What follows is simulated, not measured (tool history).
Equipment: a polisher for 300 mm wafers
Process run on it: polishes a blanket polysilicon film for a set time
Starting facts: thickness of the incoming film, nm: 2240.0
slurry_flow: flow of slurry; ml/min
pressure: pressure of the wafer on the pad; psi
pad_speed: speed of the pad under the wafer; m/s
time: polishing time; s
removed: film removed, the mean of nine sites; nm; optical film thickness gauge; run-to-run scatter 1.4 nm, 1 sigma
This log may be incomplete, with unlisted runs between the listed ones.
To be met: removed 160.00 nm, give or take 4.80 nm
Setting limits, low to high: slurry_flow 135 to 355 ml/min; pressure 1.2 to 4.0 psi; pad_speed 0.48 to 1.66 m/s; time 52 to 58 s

run 1 day=0.000 | slurry_flow=225 pressure=2.6 pad_speed=1.06 time=58 | removed=408.77
run 2 day=0.242 | slurry_flow=180 pressure=2.6 pad_speed=1.06 time=58 | removed=407.68
run 3 day=0.438 | slurry_flow=180 pressure=2.6 pad_speed=0.88 time=58 | removed=334.59
run 4 day=0.629 | slurry_flow=180 pressure=2.3 pad_speed=0.84 time=58 | removed=288.11
run 5 day=0.867 | slurry_flow=180 pressure=1.7 pad_speed=0.84 time=58 | removed=214.95
run 6 day=1.096 | slurry_flow=180 pressure=1.6 pad_speed=0.82 time=58 | removed=199.16
run 7 day=1.362 | slurry_flow=180 pressure=1.5 pad_speed=0.82 time=58 | removed=185.61
run 8 day=1.546 | slurry_flow=180 pressure=1.5 pad_speed=0.82 time=58 | removed=186.71
run 9 day=1.650 | slurry_flow=180 pressure=1.4 pad_speed=0.82 time=58 | removed=172.57

Exercise: of the 4 proposed moves below, exactly one satisfies all targets within the stated allowed misses. Which move is it?
run A day=1.754 | slurry_flow=195 pressure=1.7 pad_speed=0.70 time=57 | removed=?
run B day=1.754 | slurry_flow=165 pressure=1.3 pad_speed=0.84 time=57 | removed=?
run C day=1.754 | slurry_flow=150 pressure=1.6 pad_speed=0.82 time=52 | removed=?
run D day=1.754 | slurry_flow=190 pressure=1.4 pad_speed=0.76 time=53 | removed=?

move=A removed=177.41
move=B removed=161.35
move=C removed=173.52
move=D removed=148.05
A: lands further from the targets than the last run did
B: all results land within tolerance of their targets
C: lands further from the targets than the last run did
D: pushes the last run's worst result past its target
Go with B: it meets all targets.
